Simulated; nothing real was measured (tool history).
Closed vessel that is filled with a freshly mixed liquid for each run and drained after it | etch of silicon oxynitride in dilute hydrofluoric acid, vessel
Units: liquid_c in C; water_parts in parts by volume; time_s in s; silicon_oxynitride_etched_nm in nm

Run 1, hour 0: liquid_c 20 C, water_parts 275 parts by volume, time_s 1030 s. Result: silicon_oxynitride_etched_nm 4.1518 nm.
Run 2, hour 2: liquid_c 19 C, water_parts 315 parts by volume, time_s 1025 s. Result: silicon_oxynitride_etched_nm 3.3428 nm.
Run 3, hour 4.8: liquid_c 19 C, water_parts 260 parts by volume, time_s 1025 s. Result: silicon_oxynitride_etched_nm 4.2271 nm.
Run 4, hour 10.1: liquid_c 18.5 C, water_parts 305 parts by volume, time_s 1020 s. Result: silicon_oxynitride_etched_nm 3.3881 nm.
Run 5, hour 15.2: liquid_c 18 C, water_parts 335 parts by volume, time_s 1020 s. Result: silicon_oxynitride_etched_nm 2.9771 nm.
Run 6, hour 19.9: liquid_c 18 C, water_parts 300 parts by volume, time_s 1020 s. Result: silicon_oxynitride_etched_nm 3.3845 nm.
Run 7, hour 27.1: liquid_c 17.5 C, water_parts 335 parts by volume, time_s 1020 s. Result: silicon_oxynitride_etched_nm 2.8931 nm.

Run 8 comes next. What will it give?
Run 8, hour 34.3: liquid_c 17.5 C, water_parts 360 parts by volume, time_s 1020 s. Result: silicon_oxynitride_etched_nm ?.

Run 8 gave silicon_oxynitride_etched_nm 2.6642 nm.

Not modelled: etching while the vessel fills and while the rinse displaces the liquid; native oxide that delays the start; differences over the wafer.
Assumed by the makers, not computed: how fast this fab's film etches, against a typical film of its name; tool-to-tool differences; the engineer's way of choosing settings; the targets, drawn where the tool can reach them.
